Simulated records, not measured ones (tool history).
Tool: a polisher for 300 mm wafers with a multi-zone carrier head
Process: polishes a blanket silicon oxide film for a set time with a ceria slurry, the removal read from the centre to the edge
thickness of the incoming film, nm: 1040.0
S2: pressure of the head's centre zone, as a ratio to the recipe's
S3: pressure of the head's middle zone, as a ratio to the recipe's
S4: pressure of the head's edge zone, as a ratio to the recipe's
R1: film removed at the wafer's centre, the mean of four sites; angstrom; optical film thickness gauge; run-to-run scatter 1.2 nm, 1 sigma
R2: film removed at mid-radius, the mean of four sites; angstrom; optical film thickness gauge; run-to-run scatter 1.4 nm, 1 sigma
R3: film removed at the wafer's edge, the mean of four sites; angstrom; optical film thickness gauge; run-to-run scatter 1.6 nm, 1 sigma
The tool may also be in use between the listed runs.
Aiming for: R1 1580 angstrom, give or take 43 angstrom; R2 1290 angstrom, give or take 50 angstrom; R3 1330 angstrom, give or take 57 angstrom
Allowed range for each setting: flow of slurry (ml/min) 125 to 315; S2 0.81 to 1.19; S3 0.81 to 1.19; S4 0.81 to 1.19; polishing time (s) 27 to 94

{"run": 1, "hour": 0.0, "flow of slurry (ml/min)": 205, "S2": 1, "S3": 1, "S4": 1, "polishing time (s)": 60, "R1": 2524.3, "R2": 2592.2, "R3": 2620}
{"run": 2, "hour": 4.0, "flow of slurry (ml/min)": 205, "S2": 1, "S3": 0.91, "S4": 1, "polishing time (s)": 60, "R1": 2511, "R2": 2437.4, "R3": 2551.4}
{"run": 3, "hour": 4.7, "flow of slurry (ml/min)": 205, "S2": 1.05, "S3": 0.91, "S4": 1, "polishing time (s)": 60, "R1": 2666.1, "R2": 2435.9, "R3": 2534.4}
{"run": 4, "hour": 10.8, "flow of slurry (ml/min)": 205, "S2": 1.05, "S3": 0.91, "S4": 0.94, "polishing time (s)": 60, "R1": 2631, "R2": 2440.6, "R3": 2534.1}
{"run": 5, "hour": 18.1, "flow of slurry (ml/min)": 180, "S2": 1.09, "S3": 0.89, "S4": 0.9, "polishing time (s)": 49, "R1": 2199.7, "R2": 1904.1, "R3": 1972.9}
{"run": 6, "hour": 25.4, "flow of slurry (ml/min)": 180, "S2": 1.09, "S3": 0.89, "S4": 0.85, "polishing time (s)": 49, "R1": 2221.4, "R2": 1981.6, "R3": 1918.7}
{"run": 7, "hour": 33.9, "flow of slurry (ml/min)": 170, "S2": 1.09, "S3": 0.87, "S4": 0.85, "polishing time (s)": 43, "R1": 1925.1, "R2": 1677.8, "R3": 1721.1}
{"run": 8, "hour": 41.9, "flow of slurry (ml/min)": 170, "S2": 1.11, "S3": 0.87, "S4": 0.84, "polishing time (s)": 39, "R1": 1759.8, "R2": 1533.7, "R3": 1515.7}
{"run": 9, "hour": 47.7, "flow of slurry (ml/min)": 170, "S2": 1.12, "S3": 0.85, "S4": 0.84, "polishing time (s)": 37, "R1": 1722.8, "R2": 1433.2, "R3": 1442}
{"run": 10, "hour": 50.3, "flow of slurry (ml/min)": 170, "S2": 1.12, "S3": 0.84, "S4": 0.83, "polishing time (s)": 36, "R1": 1675.6, "R2": 1361.5, "R3": 1389.5}

Which single option among these 5 for the next run brings every result within its allowed miss of target? Just one does.
{"run": "A", "hour": 52.9, "flow of slurry (ml/min)": 220, "S2": 1.09, "S3": 0.85, "S4": 0.87, "polishing time (s)": 36, "R1": "?", "R2": "?", "R3": "?"}
{"run": "B", "hour": 52.9, "flow of slurry (ml/min)": 145, "S2": 1.13, "S3": 0.84, "S4": 0.82, "polishing time (s)": 34, "R1": "?", "R2": "?", "R3": "?"}
{"run": "C", "hour": 52.9, "flow of slurry (ml/min)": 195, "S2": 1.19, "S3": 0.82, "S4": 0.83, "polishing time (s)": 34, "R1": "?", "R2": "?", "R3": "?"}
{"run": "D", "hour": 52.9, "flow of slurry (ml/min)": 180, "S2": 1.09, "S3": 0.82, "S4": 0.87, "polishing time (s)": 37, "R1": "?", "R2": "?", "R3": "?"}
{"run": "E", "hour": 52.9, "flow of slurry (ml/min)": 185, "S2": 1.15, "S3": 1.1, "S4": 0.81, "polishing time (s)": 33, "R1": "?", "R2": "?", "R3": "?"}

move=A R1=1676.9 R2=1393.6 R3=1469.1
move=B R1=1572.3 R2=1256.7 R3=1314.5
move=C R1=1708.9 R2=1273.3 R3=1349
move=D R1=1688.4 R2=1376.1 R3=1490
move=E R1=1596.3 R2=1482.5 R3=1287.5
A: misses by more than the last run did
B: meets every target
C: misses by more than the last run did
D: misses by more than the last run did
E: corrects the largest miss of the last run, while another result sits out of spec
The right move is B.

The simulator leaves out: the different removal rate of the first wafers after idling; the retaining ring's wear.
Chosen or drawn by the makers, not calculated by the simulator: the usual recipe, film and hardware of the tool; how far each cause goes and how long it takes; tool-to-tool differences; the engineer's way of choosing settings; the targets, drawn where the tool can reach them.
